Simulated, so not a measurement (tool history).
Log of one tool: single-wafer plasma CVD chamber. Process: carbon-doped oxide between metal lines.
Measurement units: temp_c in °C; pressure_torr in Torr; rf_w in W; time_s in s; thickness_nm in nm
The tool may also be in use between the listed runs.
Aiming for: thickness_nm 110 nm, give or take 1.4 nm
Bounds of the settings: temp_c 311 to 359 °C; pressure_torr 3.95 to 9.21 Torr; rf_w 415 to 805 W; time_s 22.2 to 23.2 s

run  hour  temp_c  pressure_torr  rf_w  time_s  thickness_nm
  1     0     335           6.58   610    23.2        134.21
  2   3.2     335           7.56   610    23.2        136.22
  3   9.3     329           7.56   610    23.2        139.03
  4  12.9     335           7.07   580    23.2        131.22
  5  21.1     340           6.66   560    23.2        125.95
     24.8  -- RF generator calibrated
  6  24.8     343           6.32   545    23.2        126.58
  7  28.8     343            6.3   515      23        121.12
  8  31.2     345           6.22   495      23        117.71

Which one of the following 5 next-run settings gets every result inside its allowed miss? There is exactly one.
  A  33.6     348           5.97   480      23             ?
  B  33.6     353           5.68   475    23.2             ?
  C  33.6     350           6.48   445    23.2             ?
  D  33.6     343           6.56   475    22.6             ?
  E  33.6     344           5.21   480      23             ?

move  thickness_nm
   A        113.98
   B        111.93
   C        110.41
   D        114.36
   E        113.66
A: better than the last run, though not everything is in spec
B: better than the last run, though not everything is in spec
C: all results in spec
D: better than the last run, though not everything is in spec
E: better than the last run, though not everything is in spec
The move that meets every target is C.
